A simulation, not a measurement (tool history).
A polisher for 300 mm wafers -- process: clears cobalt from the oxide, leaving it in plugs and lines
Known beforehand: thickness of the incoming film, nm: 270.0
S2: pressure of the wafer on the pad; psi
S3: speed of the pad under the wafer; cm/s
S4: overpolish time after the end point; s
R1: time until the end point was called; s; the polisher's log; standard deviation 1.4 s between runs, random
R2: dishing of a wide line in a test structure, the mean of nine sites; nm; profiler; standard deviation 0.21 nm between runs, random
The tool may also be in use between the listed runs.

{"run": 1, "hour": 0.0, "flow of slurry (ml/min)": 170, "S2": 2.5, "S3": 90, "S4": 12, "R1": 38.987, "R2": 25.084}
{"run": 2, "hour": 6.2, "flow of slurry (ml/min)": 195, "S2": 2.5, "S3": 90, "S4": 12, "R1": 38.447, "R2": 25.163}
{"run": 3, "hour": 9.8, "flow of slurry (ml/min)": 185, "S2": 2.3, "S3": 88, "S4": 11, "R1": 41.499, "R2": 24.221}
{"run": 4, "hour": 11.8, "flow of slurry (ml/min)": 185, "S2": 2.1, "S3": 84, "S4": 10, "R1": 47.501, "R2": 22.356}
{"run": 5, "hour": 19.4, "flow of slurry (ml/min)": 195, "S2": 1.9, "S3": 82, "S4": 9, "R1": 53.379, "R2": 20.968}
{"run": 6, "hour": 25.0, "flow of slurry (ml/min)": 205, "S2": 1.8, "S3": 82, "S4": 8, "R1": 55.114, "R2": 19.253}
{"run": 7, "hour": 26.2, "flow of slurry (ml/min)": 210, "S2": 1.7, "S3": 82, "S4": 7, "R1": 59.239, "R2": 17.654}
{"run": 8, "hour": 32.6, "flow of slurry (ml/min)": 215, "S2": 1.6, "S3": 82, "S4": 7, "R1": 60.948, "R2": 17.168}
{"run": 9, "hour": 39.5, "flow of slurry (ml/min)": 235, "S2": 1.1, "S3": 82, "S4": 4, "R1": 83.13, "R2": 9.3582}
{"run": 10, "hour": 47.1, "flow of slurry (ml/min)": 185, "S2": 1.3, "S3": 84, "S4": 5, "R1": 73.716, "R2": 12.019}

Predict the results of run 11:
{"run": 11, "hour": 55.7, "flow of slurry (ml/min)": 185, "S2": 1.3, "S3": 82, "S4": 5, "R1": "?", "R2": "?"}

R1: 73.251 s
R2: 11.748 nm

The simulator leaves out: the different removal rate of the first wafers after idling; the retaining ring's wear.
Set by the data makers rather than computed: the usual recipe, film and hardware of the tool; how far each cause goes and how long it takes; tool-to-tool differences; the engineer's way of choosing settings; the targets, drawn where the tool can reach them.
